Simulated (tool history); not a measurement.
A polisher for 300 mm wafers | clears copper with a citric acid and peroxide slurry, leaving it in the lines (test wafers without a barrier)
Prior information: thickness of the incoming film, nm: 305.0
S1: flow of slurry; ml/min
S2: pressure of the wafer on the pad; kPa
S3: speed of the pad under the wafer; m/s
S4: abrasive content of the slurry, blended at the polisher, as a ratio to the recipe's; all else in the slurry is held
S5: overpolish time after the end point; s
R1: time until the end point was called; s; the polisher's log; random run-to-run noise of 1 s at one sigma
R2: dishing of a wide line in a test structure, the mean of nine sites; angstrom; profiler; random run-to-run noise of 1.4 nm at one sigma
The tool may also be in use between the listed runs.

Run 1, day 0.000: S1 265 ml/min, S2 19.3 kPa, S3 1.20 m/s, S4 1.0, S5 29 s. Result: R1 146.43 s, R2 401.63 angstrom.
Run 2, day 0.375: S1 265 ml/min, S2 20.0 kPa, S3 1.20 m/s, S4 1.0, S5 30 s. Result: R1 143.09 s, R2 418.96 angstrom.
Run 3, day 0.517: S1 265 ml/min, S2 17.2 kPa, S3 1.20 m/s, S4 1.0, S5 30 s. Result: R1 157.46 s, R2 392.79 angstrom.
Run 4, day 0.700: S1 320 ml/min, S2 17.2 kPa, S3 1.20 m/s, S4 1.0, S5 30 s. Result: R1 154.31 s, R2 394.58 angstrom.
Run 5, day 1.062: S1 320 ml/min, S2 17.9 kPa, S3 1.20 m/s, S4 1.0, S5 31 s. Result: R1 150.36 s, R2 396.29 angstrom.
Run 6, day 1.242: S1 320 ml/min, S2 17.9 kPa, S3 1.20 m/s, S4 1.0, S5 38 s. Result: R1 150.02 s, R2 477.70 angstrom.
Run 7, day 1.279: S1 320 ml/min, S2 18.6 kPa, S3 1.20 m/s, S4 1.0, S5 39 s. Result: R1 147.12 s, R2 489.47 angstrom.
Run 8, day 1.408: S1 320 ml/min, S2 19.3 kPa, S3 1.20 m/s, S4 1.0, S5 40 s. Result: R1 142.03 s, R2 530.14 angstrom.
Run 9, day 1.742: S1 320 ml/min, S2 20.0 kPa, S3 1.20 m/s, S4 1.0, S5 41 s. Result: R1 142.23 s, R2 561.56 angstrom.

Forecast run 10:
Run 10, day 1.904: S1 325 ml/min, S2 25.5 kPa, S3 1.22 m/s, S4 1.0, S5 42 s. Result: R1 ?, R2 ?.

{"run 10": {"R1": 115.94, "R2": 666.4}}

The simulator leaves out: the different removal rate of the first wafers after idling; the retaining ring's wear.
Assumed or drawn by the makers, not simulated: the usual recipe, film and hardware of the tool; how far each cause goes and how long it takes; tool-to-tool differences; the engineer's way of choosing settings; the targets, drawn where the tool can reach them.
